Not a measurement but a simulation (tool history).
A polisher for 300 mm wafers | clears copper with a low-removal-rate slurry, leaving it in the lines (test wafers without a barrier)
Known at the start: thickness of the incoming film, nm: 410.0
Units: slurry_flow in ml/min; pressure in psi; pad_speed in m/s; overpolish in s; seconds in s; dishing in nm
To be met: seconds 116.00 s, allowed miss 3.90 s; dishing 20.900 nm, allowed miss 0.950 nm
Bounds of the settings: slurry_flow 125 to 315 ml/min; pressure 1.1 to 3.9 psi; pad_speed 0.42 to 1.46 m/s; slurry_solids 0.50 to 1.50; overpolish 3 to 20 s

Run 1, hour 0.0: slurry_flow 205 ml/min, pressure 2.5 psi, pad_speed 0.94 m/s, slurry_solids 1.00, overpolish 10 s. Result: seconds 177.16 s, dishing 17.418 nm.
Run 2, hour 4.9: slurry_flow 225 ml/min, pressure 2.5 psi, pad_speed 0.94 m/s, slurry_solids 1.00, overpolish 10 s. Result: seconds 172.35 s, dishing 17.154 nm.
Run 3, hour 7.4: slurry_flow 225 ml/min, pressure 2.8 psi, pad_speed 0.94 m/s, slurry_solids 1.00, overpolish 10 s. Result: seconds 159.20 s, dishing 19.595 nm.
Run 4, hour 16.1: slurry_flow 230 ml/min, pressure 2.9 psi, pad_speed 0.94 m/s, slurry_solids 1.00, overpolish 10 s. Result: seconds 152.99 s, dishing 19.901 nm.
Run 5, hour 23.0: slurry_flow 230 ml/min, pressure 2.3 psi, pad_speed 0.94 m/s, slurry_solids 1.00, overpolish 10 s. Result: seconds 189.11 s, dishing 16.167 nm.
Run 6, hour 29.3: slurry_flow 230 ml/min, pressure 2.5 psi, pad_speed 0.94 m/s, slurry_solids 1.00, overpolish 10 s. Result: seconds 173.21 s, dishing 17.380 nm.
Run 7, hour 30.4: slurry_flow 235 ml/min, pressure 2.6 psi, pad_speed 0.94 m/s, slurry_solids 1.00, overpolish 10 s. Result: seconds 166.29 s, dishing 17.982 nm.
Run 8, hour 34.9: slurry_flow 235 ml/min, pressure 2.6 psi, pad_speed 0.94 m/s, slurry_solids 1.00, overpolish 10 s. Result: seconds 166.92 s, dishing 17.918 nm.
Run 9, hour 43.9: slurry_flow 240 ml/min, pressure 2.7 psi, pad_speed 0.94 m/s, slurry_solids 1.00, overpolish 10 s. Result: seconds 160.48 s, dishing 18.596 nm.
Run 10, hour 48.6: slurry_flow 245 ml/min, pressure 2.8 psi, pad_speed 0.94 m/s, slurry_solids 1.00, overpolish 10 s. Result: seconds 156.97 s, dishing 19.489 nm.
Run 11, hour 55.1: slurry_flow 245 ml/min, pressure 2.8 psi, pad_speed 0.94 m/s, slurry_solids 1.00, overpolish 10 s. Result: seconds 155.69 s, dishing 19.182 nm.
Run 12, hour 61.6: slurry_flow 250 ml/min, pressure 2.9 psi, pad_speed 0.94 m/s, slurry_solids 1.00, overpolish 10 s. Result: seconds 149.77 s, dishing 20.073 nm.
Run 13, hour 65.4: slurry_flow 265 ml/min, pressure 3.6 psi, pad_speed 0.96 m/s, slurry_solids 1.00, overpolish 7 s. Result: seconds 118.82 s, dishing 18.158 nm.

5 next moves are on the table. One of them brings every result within its allowed miss. Which?
Run A, hour 69.2: slurry_flow 270 ml/min, pressure 3.6 psi, pad_speed 1.08 m/s, slurry_solids 1.15, overpolish 8 s. Result: seconds ?, dishing ?.
Run B, hour 69.2: slurry_flow 230 ml/min, pressure 3.8 psi, pad_speed 0.94 m/s, slurry_solids 1.10, overpolish 9 s. Result: seconds ?, dishing ?.
Run C, hour 69.2: slurry_flow 210 ml/min, pressure 3.9 psi, pad_speed 0.96 m/s, slurry_solids 0.75, overpolish 9 s. Result: seconds ?, dishing ?.
Run D, hour 69.2: slurry_flow 290 ml/min, pressure 3.6 psi, pad_speed 1.06 m/s, slurry_solids 0.85, overpolish 6 s. Result: seconds ?, dishing ?.
Run E, hour 69.2: slurry_flow 275 ml/min, pressure 3.9 psi, pad_speed 0.94 m/s, slurry_solids 0.70, overpolish 8 s. Result: seconds ?, dishing ?.

move  seconds  dishing
   A   106.60   23.061
   B   114.53   24.069
   C   117.40   23.565
   D   112.50   16.920
   E   117.27   21.225
A: takes the result that was furthest off past its target
B: takes the result that was furthest off past its target
C: takes the result that was furthest off past its target
D: further off than the last run
E: meets every target
The right move is E.
